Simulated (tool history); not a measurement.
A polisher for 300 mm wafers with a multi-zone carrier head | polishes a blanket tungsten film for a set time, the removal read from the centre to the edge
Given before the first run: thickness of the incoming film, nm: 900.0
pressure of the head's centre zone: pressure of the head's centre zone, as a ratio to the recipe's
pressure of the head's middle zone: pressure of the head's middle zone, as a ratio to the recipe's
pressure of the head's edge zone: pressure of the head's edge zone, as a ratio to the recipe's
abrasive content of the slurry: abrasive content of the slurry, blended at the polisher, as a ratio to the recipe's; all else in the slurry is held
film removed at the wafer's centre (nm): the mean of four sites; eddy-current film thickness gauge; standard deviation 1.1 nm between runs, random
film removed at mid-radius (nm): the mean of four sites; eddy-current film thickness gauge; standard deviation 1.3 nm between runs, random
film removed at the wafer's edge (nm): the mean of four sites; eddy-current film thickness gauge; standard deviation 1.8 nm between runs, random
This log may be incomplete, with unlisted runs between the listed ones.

run,hour,flow of slurry (ml/min),pressure of the head's centre zone,pressure of the head's middle zone,pressure of the head's edge zone,abrasive content of the slurry,polishing time (s),film removed at the wafer's centre (nm),film removed at mid-radius (nm),film removed at the wafer's edge (nm)
1,0,220,1,1,1,1,56,207.85,208.36,201.11
2,8.2,215,0.99,0.99,0.99,0.95,55,198.7,205.39,198.56
3,16.1,215,0.99,0.99,0.99,0.95,60,214.96,221.49,219.24
4,24.2,220,0.99,0.98,0.99,0.9,58,209.07,211.79,208.42
5,33,220,0.99,0.98,0.99,1.1,58,215.48,222.91,217.42
6,34.8,220,0.98,0.98,0.99,1.05,56,207.08,211.06,209.41
7,38.2,220,0.97,0.98,0.99,1,55,199.15,202.14,203.07
8,41.7,215,0.96,0.98,0.98,0.95,54,192.8,196.91,197.41
9,48,205,0.86,0.92,0.88,0.7,44,135.91,142.23,142.67

For run 10, what comes out?
10,52.5,210,0.86,0.92,0.88,0.7,44,?,?,?

Run 10 came out at film removed at the wafer's centre (nm) 133.16, film removed at mid-radius (nm) 143.7, film removed at the wafer's edge (nm) 145.01.
